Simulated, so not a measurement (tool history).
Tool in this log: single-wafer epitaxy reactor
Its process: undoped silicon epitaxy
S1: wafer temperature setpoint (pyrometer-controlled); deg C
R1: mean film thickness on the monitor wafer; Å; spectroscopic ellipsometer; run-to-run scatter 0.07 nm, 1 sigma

Run 1, day 0.000: S1 650 deg C, deposition time (s) 287. Result: R1 538.10 Å.
Run 2, day 0.346: S1 644 deg C, deposition time (s) 287. Result: R1 469.15 Å.
Run 3, day 0.446: S1 638 deg C, deposition time (s) 287. Result: R1 410.21 Å.
Run 4, day 0.712: S1 635 deg C, deposition time (s) 287. Result: R1 383.40 Å.
At day 0.833: pyrometer calibrated.
Run 5, day 0.833: S1 626 deg C, deposition time (s) 287. Result: R1 276.72 Å.
Run 6, day 0.871: S1 627 deg C, deposition time (s) 287. Result: R1 283.18 Å.
Run 7, day 0.971: S1 628 deg C, deposition time (s) 287. Result: R1 289.88 Å.

Estimate the outcome of run 8 from the log above:
Run 8, day 1.104: S1 629 deg C, deposition time (s) 287. Result: R1 ?.

Run 8 produced R1 297.22 Å.
